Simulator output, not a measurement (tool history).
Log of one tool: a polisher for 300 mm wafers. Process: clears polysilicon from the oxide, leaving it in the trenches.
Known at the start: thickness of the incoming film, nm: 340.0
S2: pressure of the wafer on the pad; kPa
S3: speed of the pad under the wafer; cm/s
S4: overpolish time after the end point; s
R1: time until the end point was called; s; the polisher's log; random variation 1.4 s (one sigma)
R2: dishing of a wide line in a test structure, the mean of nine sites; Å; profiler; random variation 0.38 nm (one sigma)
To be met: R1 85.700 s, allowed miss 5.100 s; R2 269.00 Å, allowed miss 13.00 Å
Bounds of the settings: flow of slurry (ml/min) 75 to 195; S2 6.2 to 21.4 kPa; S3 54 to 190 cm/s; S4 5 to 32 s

run 1 day=0.000 | flow_of_slurry_(ml/min)=125 S2=13.8 S3=122 S4=16 | R1=29.104 R2=340.25
run 2 day=0.021 | flow_of_slurry_(ml/min)=125 S2=11.0 S3=122 S4=16 | R1=35.547 R2=323.38
run 3 day=0.333 | flow_of_slurry_(ml/min)=125 S2=10.3 S3=112 S4=14 | R1=40.493 R2=324.37
run 4 day=0.467 | flow_of_slurry_(ml/min)=115 S2=9.7 S3=106 S4=13 | R1=46.569 R2=310.22
run 5 day=0.542 | flow_of_slurry_(ml/min)=115 S2=9.7 S3=106 S4=9 | R1=46.807 R2=287.26
run 6 day=0.888 | flow_of_slurry_(ml/min)=110 S2=9.0 S3=100 S4=9 | R1=54.461 R2=271.12
run 7 day=0.958 | flow_of_slurry_(ml/min)=105 S2=8.3 S3=96 S4=10 | R1=61.116 R2=266.52
-- day=1.192 head pressure recalibrated
run 8 day=1.192 | flow_of_slurry_(ml/min)=105 S2=8.3 S3=94 S4=11 | R1=67.242 R2=266.49
run 9 day=1.533 | flow_of_slurry_(ml/min)=105 S2=8.3 S3=94 S4=12 | R1=69.563 R2=276.24

4 next moves are on the table. One of them brings every result within its allowed miss. Which?
run A day=1.875 | flow_of_slurry_(ml/min)=115 S2=11.0 S3=54 S4=14 | R1=? R2=?
run B day=1.875 | flow_of_slurry_(ml/min)=115 S2=6.2 S3=96 S4=22 | R1=? R2=?
run C day=1.875 | flow_of_slurry_(ml/min)=100 S2=6.2 S3=112 S4=18 | R1=? R2=?
run D day=1.875 | flow_of_slurry_(ml/min)=110 S2=6.9 S3=108 S4=17 | R1=? R2=?

move=A R1=86.438 R2=260.63
move=B R1=86.477 R2=300.58
move=C R1=76.435 R2=295.06
move=D R1=70.474 R2=296.84
A: meets every target
B: brings the result that was furthest off to its target, and leaves another outside
C: nearer than the last run, and not there yet
D: nearer than the last run, and not there yet
Answer: A
